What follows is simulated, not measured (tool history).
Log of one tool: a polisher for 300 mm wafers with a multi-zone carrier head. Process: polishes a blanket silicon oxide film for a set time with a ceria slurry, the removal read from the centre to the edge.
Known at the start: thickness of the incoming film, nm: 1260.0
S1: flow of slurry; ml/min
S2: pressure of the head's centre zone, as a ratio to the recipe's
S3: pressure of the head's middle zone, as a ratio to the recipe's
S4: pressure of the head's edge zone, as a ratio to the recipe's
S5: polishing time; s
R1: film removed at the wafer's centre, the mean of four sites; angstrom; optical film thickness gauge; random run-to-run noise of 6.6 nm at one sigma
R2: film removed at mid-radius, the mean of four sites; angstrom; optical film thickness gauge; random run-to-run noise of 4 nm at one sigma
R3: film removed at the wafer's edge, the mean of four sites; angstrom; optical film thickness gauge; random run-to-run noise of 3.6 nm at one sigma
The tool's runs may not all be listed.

run,day,S1,S2,S3,S4,S5,R1,R2,R3
1,0.000,180,1.00,1.00,1.00,77,5252.2,5456.1,5026.9
2,0.312,180,1.07,1.00,1.00,77,5618.0,5419.5,5121.8
3,0.554,180,1.07,1.00,0.95,77,5650.8,5333.3,4934.2
4,0.592,170,1.04,0.97,0.93,76,5221.1,5181.7,4860.3
5,0.704,165,1.05,0.96,0.91,74,5143.7,5053.8,4681.5
6,0.988,165,1.05,1.04,0.91,74,5111.6,5218.1,4653.3

What will run 7 give?
7,1.096,155,1.06,1.00,0.90,73,?,?,?

Run 7 yielded R1 5164.0 angstrom, R2 4988.6 angstrom, R3 4465.7 angstrom.

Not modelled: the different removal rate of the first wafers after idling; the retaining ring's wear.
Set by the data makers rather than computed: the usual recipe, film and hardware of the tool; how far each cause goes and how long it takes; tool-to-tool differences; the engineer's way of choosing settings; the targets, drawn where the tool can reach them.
